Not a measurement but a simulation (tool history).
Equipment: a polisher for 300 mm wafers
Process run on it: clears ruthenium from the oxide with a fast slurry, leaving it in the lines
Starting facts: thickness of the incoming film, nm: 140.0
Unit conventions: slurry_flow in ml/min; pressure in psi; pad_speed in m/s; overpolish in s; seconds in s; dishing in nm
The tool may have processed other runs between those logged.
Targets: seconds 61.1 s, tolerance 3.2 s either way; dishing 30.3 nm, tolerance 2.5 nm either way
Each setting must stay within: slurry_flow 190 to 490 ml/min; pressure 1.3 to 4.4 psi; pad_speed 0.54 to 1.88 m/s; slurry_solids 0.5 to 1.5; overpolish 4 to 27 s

run,hour,slurry_flow,pressure,pad_speed,slurry_solids,overpolish,seconds,dishing
1,0,315,2.8,1.2,1,14,28.599,43.381
2,0.6,315,2.5,1.14,1,15,33.469,40.35
3,1.6,315,2.5,1.14,1.1,15,32.779,41.146
4,9.4,385,2.5,1.14,1.1,15,31.823,43.029
5,15.7,385,2.3,1.08,1.1,16,37.085,40.425
6,22.3,385,2.3,1.08,1.1,11,36.853,30.193
7,27.6,385,2.1,1.04,1.1,12,41.906,28.588
8,35.6,385,1.9,1.02,1.1,13,46.056,27.752
9,42.4,385,1.8,1,1.1,14,49.264,28.649
10,49.8,385,1.7,1,1.1,15,51.872,26.648
11,54.4,385,1.6,1,1.1,16,55.944,28.727
# hour 63.4: worn pad replaced by a new one
12,63.4,385,1.6,1,1.1,16,50.212,31.404
13,65,385,1.5,0.98,1.1,16,54.633,29.497
14,66.8,385,1.5,0.96,1.1,16,55.503,29.273
15,72.6,385,1.3,0.92,1.1,18,65.535,28.018

Exactly one of the 4 candidate moves below puts every result within its allowed miss. Which one?
A,78.4,390,1.4,1.06,1.15,13,?,?
B,78.4,430,1.4,0.8,1.05,22,?,?
C,78.4,450,1.5,0.78,1.25,19,?,?
D,78.4,385,1.4,0.96,0.8,18,?,?

move,seconds,dishing
A,54.867,24.346
B,70.41,31.08
C,62.917,30.173
D,68.462,26.715
A: takes the biggest miss from the last run beyond its target
B: further off than the last run
C: every result within its allowed miss
D: further off than the last run
C meets every target.
